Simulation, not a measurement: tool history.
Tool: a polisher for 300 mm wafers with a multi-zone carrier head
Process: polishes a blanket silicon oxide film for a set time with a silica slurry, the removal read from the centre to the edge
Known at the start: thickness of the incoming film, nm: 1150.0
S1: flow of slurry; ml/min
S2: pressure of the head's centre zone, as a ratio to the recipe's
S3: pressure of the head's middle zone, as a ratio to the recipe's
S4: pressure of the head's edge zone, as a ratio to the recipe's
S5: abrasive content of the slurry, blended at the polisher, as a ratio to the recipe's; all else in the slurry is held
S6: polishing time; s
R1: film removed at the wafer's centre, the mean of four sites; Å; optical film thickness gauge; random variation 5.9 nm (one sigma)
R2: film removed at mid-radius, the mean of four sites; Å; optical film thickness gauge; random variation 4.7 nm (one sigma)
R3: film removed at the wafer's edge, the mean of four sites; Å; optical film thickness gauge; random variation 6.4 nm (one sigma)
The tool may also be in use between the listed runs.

run	day	S1	S2	S3	S4	S5	S6	R1	R2	R3
1	0.000	165	1.00	1.00	1.00	1.00	77	2671.1	2658.9	2635.6
2	0.267	185	1.00	1.00	1.00	1.00	77	2730.5	2690.4	2629.9
3	0.354	185	1.07	1.00	1.00	1.00	77	2981.4	2728.0	2688.0
4	0.662	215	1.07	1.00	1.00	1.00	77	3041.0	2768.6	2722.3
5	0.758	215	1.07	0.96	1.00	1.00	77	3044.5	2666.7	2737.3
6	0.917	215	1.02	0.96	1.00	1.00	77	2864.0	2712.1	2785.0
7	1.233	230	1.08	1.06	1.09	1.25	98	4402.7	4128.0	3967.7
8	1.296	230	1.07	1.06	1.10	1.30	99	4474.5	4206.0	4217.1
9	1.604	230	1.07	1.07	1.10	1.35	99	4489.7	4294.7	4224.2

Predict the results of run 10:
10	1.762	235	1.08	1.08	1.10	1.40	99	?	?	?

R1: 4637.5 Å
R2: 4501.3 Å
R3: 4287.9 Å
